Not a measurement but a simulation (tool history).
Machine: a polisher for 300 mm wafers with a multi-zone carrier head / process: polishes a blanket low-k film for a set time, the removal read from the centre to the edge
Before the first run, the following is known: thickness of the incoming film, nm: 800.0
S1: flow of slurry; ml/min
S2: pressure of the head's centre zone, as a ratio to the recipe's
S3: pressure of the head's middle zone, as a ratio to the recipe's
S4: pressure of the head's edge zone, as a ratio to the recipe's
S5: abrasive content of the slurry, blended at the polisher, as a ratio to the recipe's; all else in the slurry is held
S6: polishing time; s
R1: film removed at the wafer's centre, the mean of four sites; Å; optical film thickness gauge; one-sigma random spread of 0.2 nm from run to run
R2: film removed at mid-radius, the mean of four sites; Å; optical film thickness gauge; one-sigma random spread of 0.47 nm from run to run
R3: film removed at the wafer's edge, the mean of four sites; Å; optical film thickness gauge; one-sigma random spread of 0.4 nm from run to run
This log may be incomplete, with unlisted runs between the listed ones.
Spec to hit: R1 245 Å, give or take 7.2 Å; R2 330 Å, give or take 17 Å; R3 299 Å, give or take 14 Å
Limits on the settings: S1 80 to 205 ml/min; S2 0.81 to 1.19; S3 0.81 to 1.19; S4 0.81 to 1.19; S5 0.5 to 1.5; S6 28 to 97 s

Run 1, hour 0: S1 135 ml/min, S2 1, S3 1, S4 1, S5 1, S6 62 s. Result: R1 232.96 Å, R2 247.54 Å, R3 236.53 Å.
Run 2, hour 3: S1 135 ml/min, S2 1.07, S3 1, S4 1, S5 1, S6 62 s. Result: R1 249.9 Å, R2 251.05 Å, R3 236.24 Å.
Run 3, hour 8.1: S1 135 ml/min, S2 1.04, S3 1.02, S4 1.02, S5 1.05, S6 62 s. Result: R1 246.25 Å, R2 247.25 Å, R3 242.42 Å.
Run 4, hour 14.9: S1 135 ml/min, S2 1.1, S3 1.02, S4 1.02, S5 1.05, S6 62 s. Result: R1 262.61 Å, R2 254.44 Å, R3 240.8 Å.
Run 5, hour 21.9: S1 135 ml/min, S2 1.1, S3 1.02, S4 1.02, S5 1.05, S6 57 s. Result: R1 241.14 Å, R2 236.7 Å, R3 225.78 Å.
Run 6, hour 22.7: S1 140 ml/min, S2 1.06, S3 1.05, S4 1.01, S5 1.1, S6 58 s. Result: R1 240.25 Å, R2 248.78 Å, R3 235.45 Å.
Run 7, hour 31: S1 145 ml/min, S2 1.03, S3 1.07, S4 1, S5 1.15, S6 58 s. Result: R1 243.29 Å, R2 261.9 Å, R3 237.26 Å.
Run 8, hour 34.8: S1 150 ml/min, S2 1, S3 1.09, S4 1.01, S5 1.2, S6 58 s. Result: R1 241.79 Å, R2 268.71 Å, R3 242.49 Å.
Run 9, hour 42.8: S1 150 ml/min, S2 0.97, S3 1.1, S4 1.02, S5 1.25, S6 59 s. Result: R1 238.48 Å, R2 289.22 Å, R3 253.1 Å.
Run 10, hour 45.3: S1 150 ml/min, S2 0.96, S3 1.1, S4 1.04, S5 1.3, S6 59 s. Result: R1 242.73 Å, R2 286.53 Å, R3 259.92 Å.
Run 11, hour 51.8: S1 150 ml/min, S2 0.95, S3 1.11, S4 1.05, S5 1.35, S6 59 s. Result: R1 240.7 Å, R2 294.45 Å, R3 255.97 Å.
Run 12, hour 56.4: S1 155 ml/min, S2 0.93, S3 1.1, S4 1.06, S5 1.35, S6 60 s. Result: R1 241.17 Å, R2 297.07 Å, R3 270.27 Å.
Run 13, hour 64.8: S1 160 ml/min, S2 0.92, S3 1.11, S4 1.07, S5 1.35, S6 60 s. Result: R1 241.41 Å, R2 299.76 Å, R3 272.14 Å.
Run 14, hour 71.9: S1 165 ml/min, S2 0.86, S3 1.17, S4 1.16, S5 1.45, S6 60 s. Result: R1 232.26 Å, R2 325.77 Å, R3 288.8 Å.

Exercise: of the 4 proposed moves below, exactly one satisfies all targets within the stated allowed misses. Which move is it?
Run A, hour 79: S1 165 ml/min, S2 0.96, S3 1.19, S4 1.07, S5 1.5, S6 57 s. Result: R1 ?, R2 ?, R3 ?.
Run B, hour 79: S1 170 ml/min, S2 0.88, S3 1.16, S4 1.16, S5 1.4, S6 62 s. Result: R1 ?, R2 ?, R3 ?.
Run C, hour 79: S1 145 ml/min, S2 0.83, S3 1.13, S4 1.19, S5 1.45, S6 63 s. Result: R1 ?, R2 ?, R3 ?.
Run D, hour 79: S1 160 ml/min, S2 0.94, S3 1.19, S4 1.01, S5 1.4, S6 61 s. Result: R1 ?, R2 ?, R3 ?.

move      R1      R2      R3
   A  250.19  314.61  269.47
   B  244.65  328.47  299.31
   C  229.47  320.89  305.62
   D  254.23  326.84  272.46
A: puts the biggest miss on target and leaves a different result outside tolerance
B: every result lands within tolerance
C: further off than the last run
D: takes the biggest miss from the last run beyond its target
The right move is B.
